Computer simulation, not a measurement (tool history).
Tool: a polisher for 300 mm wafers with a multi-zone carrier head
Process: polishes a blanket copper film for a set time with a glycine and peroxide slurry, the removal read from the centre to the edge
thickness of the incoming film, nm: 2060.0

| run | hour | flow of slurry (ml/min) | pressure of the head's centre zone | pressure of the head's middle zone | pressure of the head's edge zone | polishing time (s) | film removed at the wafer's centre (angstrom) | film removed at mid-radius (angstrom) | film removed at the wafer's edge (angstrom) |
|---|---|---|---|---|---|---|---|---|---|
| 1 | 0.0 | 280 | 1.00 | 1.00 | 1.00 | 32 | 1621.0 | 1551.4 | 1570.9 |
| 2 | 2.9 | 340 | 1.00 | 1.00 | 1.00 | 32 | 1638.5 | 1578.1 | 1621.5 |
| 3 | 7.9 | 355 | 1.02 | 0.98 | 1.05 | 34 | 1767.1 | 1659.2 | 1758.4 |
| 4 | 15.9 | 365 | 1.04 | 0.95 | 1.08 | 36 | 1916.7 | 1702.3 | 1876.6 |
| 5 | 24.7 | 375 | 1.05 | 0.93 | 1.11 | 37 | 1981.6 | 1757.4 | 1980.1 |
| 6 | 30.9 | 380 | 1.06 | 0.91 | 1.13 | 38 | 2074.6 | 1778.6 | 2034.0 |
| 7 | 34.8 | 385 | 1.06 | 0.89 | 1.15 | 39 | 2117.5 | 1746.8 | 2113.0 |

The next listed run, before its measurement:
| 8 | 39.0 | 395 | 1.07 | 0.92 | 1.19 | 41 | ? | ? | ? |

Run 8 gave film removed at the wafer's centre (angstrom) 2253.2, film removed at mid-radius (angstrom) 1929.4, film removed at the wafer's edge (angstrom) 2255.9.
